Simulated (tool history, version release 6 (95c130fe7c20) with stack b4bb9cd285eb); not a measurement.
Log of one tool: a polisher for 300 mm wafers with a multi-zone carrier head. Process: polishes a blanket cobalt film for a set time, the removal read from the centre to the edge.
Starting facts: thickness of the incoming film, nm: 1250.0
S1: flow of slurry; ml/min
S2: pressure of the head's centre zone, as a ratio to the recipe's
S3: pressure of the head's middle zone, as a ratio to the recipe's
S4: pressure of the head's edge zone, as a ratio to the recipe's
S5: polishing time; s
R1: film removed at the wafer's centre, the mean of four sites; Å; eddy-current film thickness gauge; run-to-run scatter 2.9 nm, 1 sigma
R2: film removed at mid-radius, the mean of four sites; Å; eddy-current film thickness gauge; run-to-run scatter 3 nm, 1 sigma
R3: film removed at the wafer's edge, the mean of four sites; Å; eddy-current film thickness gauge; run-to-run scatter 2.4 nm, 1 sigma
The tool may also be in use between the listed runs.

run 1 hour=0.0 | S1=200 S2=1.00 S3=1.00 S4=1.00 S5=46 | R1=2954.6 R2=3072.3 R3=2999.0
run 2 hour=6.6 | S1=200 S2=1.07 S3=1.00 S4=1.00 S5=46 | R1=3163.0 R2=3038.7 R3=2999.1
run 3 hour=13.0 | S1=195 S2=1.06 S3=0.98 S4=1.00 S5=46 | R1=3117.9 R2=2991.4 R3=3048.6
run 4 hour=13.9 | S1=190 S2=1.06 S3=0.96 S4=0.99 S5=45 | R1=3060.4 R2=2827.1 R3=2905.1
run 5 hour=22.6 | S1=185 S2=1.05 S3=0.95 S4=0.99 S5=45 | R1=2955.5 R2=2865.3 R3=2940.0
run 6 hour=28.0 | S1=185 S2=1.05 S3=0.93 S4=0.99 S5=44 | R1=2970.7 R2=2699.7 R3=2883.3

Run 7 comes next. What will it give?
run 7 hour=32.2 | S1=180 S2=1.04 S3=0.92 S4=0.99 S5=44 | R1=? R2=? R3=?

For run 7 the tool returned R1 2905.1 Å, R2 2664.9 Å, R3 2854.9 Å.
